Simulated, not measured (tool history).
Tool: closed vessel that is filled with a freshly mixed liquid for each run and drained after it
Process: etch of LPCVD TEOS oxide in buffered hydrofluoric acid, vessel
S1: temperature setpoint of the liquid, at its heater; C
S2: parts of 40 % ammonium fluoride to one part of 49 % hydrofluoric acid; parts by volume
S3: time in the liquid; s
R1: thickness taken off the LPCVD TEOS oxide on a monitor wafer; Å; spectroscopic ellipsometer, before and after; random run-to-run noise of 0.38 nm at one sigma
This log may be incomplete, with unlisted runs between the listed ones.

run 1 hour=0.0 | S1=20.0 S2=14.0 S3=35 | R1=471.52
run 2 hour=5.2 | S1=20.0 S2=14.0 S3=35 | R1=475.67
run 3 hour=8.1 | S1=19.5 S2=14.0 S3=35 | R1=462.75
run 4 hour=13.7 | S1=19.5 S2=14.0 S3=35 | R1=460.36
run 5 hour=21.2 | S1=19.5 S2=11.5 S3=35 | R1=555.62
run 6 hour=22.7 | S1=22.5 S2=11.5 S3=35 | R1=651.72
run 7 hour=28.9 | S1=21.5 S2=12.0 S3=35 | R1=601.51

Predict the results of run 8:
run 8 hour=30.7 | S1=21.0 S2=12.5 S3=35 | R1=?

Logged for run 8: R1 555.80 Å.
